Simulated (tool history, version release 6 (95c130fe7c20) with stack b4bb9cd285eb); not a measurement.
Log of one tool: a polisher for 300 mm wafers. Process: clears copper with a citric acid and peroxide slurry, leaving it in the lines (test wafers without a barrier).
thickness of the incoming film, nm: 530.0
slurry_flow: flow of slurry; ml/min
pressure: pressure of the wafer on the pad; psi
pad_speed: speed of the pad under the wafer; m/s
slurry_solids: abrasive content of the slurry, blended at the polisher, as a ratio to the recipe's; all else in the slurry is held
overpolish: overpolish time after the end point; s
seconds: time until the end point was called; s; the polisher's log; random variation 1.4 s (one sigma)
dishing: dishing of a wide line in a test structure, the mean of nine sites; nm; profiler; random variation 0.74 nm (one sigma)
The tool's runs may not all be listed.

Run 1, day 0.000: slurry_flow 190 ml/min, pressure 3.7 psi, pad_speed 1.28 m/s, slurry_solids 1.00, overpolish 14 s. Result: seconds 124.52 s, dishing 36.342 nm.
Run 2, day 0.229: slurry_flow 190 ml/min, pressure 4.0 psi, pad_speed 1.28 m/s, slurry_solids 1.00, overpolish 15 s. Result: seconds 118.66 s, dishing 39.907 nm.
Run 3, day 0.383: slurry_flow 190 ml/min, pressure 4.0 psi, pad_speed 1.28 m/s, slurry_solids 1.00, overpolish 21 s. Result: seconds 117.98 s, dishing 53.321 nm.
Run 4, day 0.454: slurry_flow 190 ml/min, pressure 4.0 psi, pad_speed 1.28 m/s, slurry_solids 1.15, overpolish 21 s. Result: seconds 114.37 s, dishing 55.778 nm.
Run 5, day 0.479: slurry_flow 190 ml/min, pressure 4.2 psi, pad_speed 1.28 m/s, slurry_solids 1.15, overpolish 20 s. Result: seconds 108.34 s, dishing 53.930 nm.
Run 6, day 0.575: slurry_flow 190 ml/min, pressure 4.2 psi, pad_speed 1.06 m/s, slurry_solids 1.15, overpolish 20 s. Result: seconds 121.52 s, dishing 48.053 nm.
Run 7, day 0.612: slurry_flow 195 ml/min, pressure 4.5 psi, pad_speed 1.06 m/s, slurry_solids 1.15, overpolish 19 s. Result: seconds 119.16 s, dishing 48.902 nm.

Forecast run 8:
Run 8, day 0.721: slurry_flow 195 ml/min, pressure 4.8 psi, pad_speed 1.08 m/s, slurry_solids 1.15, overpolish 18 s. Result: seconds ?, dishing ?.

seconds: 107.51 s
dishing: 50.724 nm
